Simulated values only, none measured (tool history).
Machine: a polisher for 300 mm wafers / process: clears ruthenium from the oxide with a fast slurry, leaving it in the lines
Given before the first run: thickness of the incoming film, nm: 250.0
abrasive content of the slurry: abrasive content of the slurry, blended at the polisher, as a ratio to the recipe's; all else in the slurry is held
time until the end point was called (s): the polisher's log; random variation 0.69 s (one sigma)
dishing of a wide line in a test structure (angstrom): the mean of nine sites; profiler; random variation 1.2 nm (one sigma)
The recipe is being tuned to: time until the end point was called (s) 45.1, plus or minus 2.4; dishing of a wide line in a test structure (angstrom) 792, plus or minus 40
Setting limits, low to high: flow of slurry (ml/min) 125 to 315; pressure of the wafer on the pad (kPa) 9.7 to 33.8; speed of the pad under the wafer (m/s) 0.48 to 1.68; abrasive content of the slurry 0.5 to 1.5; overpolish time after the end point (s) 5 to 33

| run | day | flow of slurry (ml/min) | pressure of the wafer on the pad (kPa) | speed of the pad under the wafer (m/s) | abrasive content of the slurry | overpolish time after the end point (s) | time until the end point was called (s) | dishing of a wide line in a test structure (angstrom) |
|---|---|---|---|---|---|---|---|---|
| 1 | 0 | 205 | 21.4 | 1.08 | 1 | 17 | 54.544 | 483.15 |
| 2 | 0.212 | 205 | 21.4 | 1.08 | 1 | 12 | 53.621 | 372.34 |
| 3 | 0.5 | 155 | 21.4 | 1.08 | 1 | 12 | 55.946 | 365.33 |
| 4 | 0.621 | 130 | 21.4 | 1.08 | 1 | 12 | 58.679 | 355.13 |
| 5 | 0.775 | 130 | 21.4 | 0.92 | 1 | 12 | 68.878 | 313.02 |
| 6 | 0.983 | 130 | 23.4 | 0.92 | 1 | 15 | 62.268 | 397.86 |
| 7 | 1.233 | 130 | 29.6 | 0.9 | 1 | 23 | 49.965 | 628.73 |
| 8 | 1.312 | 135 | 30.3 | 0.9 | 1 | 24 | 49.038 | 669.09 |
| 9 | 1.383 | 140 | 31 | 0.9 | 1 | 25 | 46.571 | 687.43 |
| 10 | 1.729 | 140 | 31 | 0.9 | 1 | 26 | 47.513 | 703.24 |
| 11 | 1.838 | 140 | 31 | 0.9 | 1 | 27 | 46.799 | 716.23 |
| 12 | 1.871 | 140 | 31 | 0.9 | 1 | 28 | 48.508 | 750.91 |

Next run, 4 choices. One meets every target within its allowed miss, the rest don't. Which?
| A | 1.904 | 140 | 33.8 | 1.06 | 0.9 | 20 | ? | ? |
| B | 1.904 | 195 | 30.3 | 0.98 | 0.85 | 32 | ? | ? |
| C | 1.904 | 175 | 32.4 | 0.98 | 0.95 | 29 | ? | ? |
| D | 1.904 | 170 | 33.8 | 0.74 | 1.05 | 29 | ? | ? |

| move | time until the end point was called (s) | dishing of a wide line in a test structure (angstrom) |
|---|---|---|
| A | 38.708 | 682.67 |
| B | 45.388 | 806.68 |
| C | 41.248 | 805.6 |
| D | 50.093 | 728.59 |
A: the result that was furthest off in the last run now lies on the other side of its target
B: hits every target within its allowed miss
C: the result that was furthest off in the last run now lies on the other side of its target
D: the biggest miss grows against the last run
Answer: B
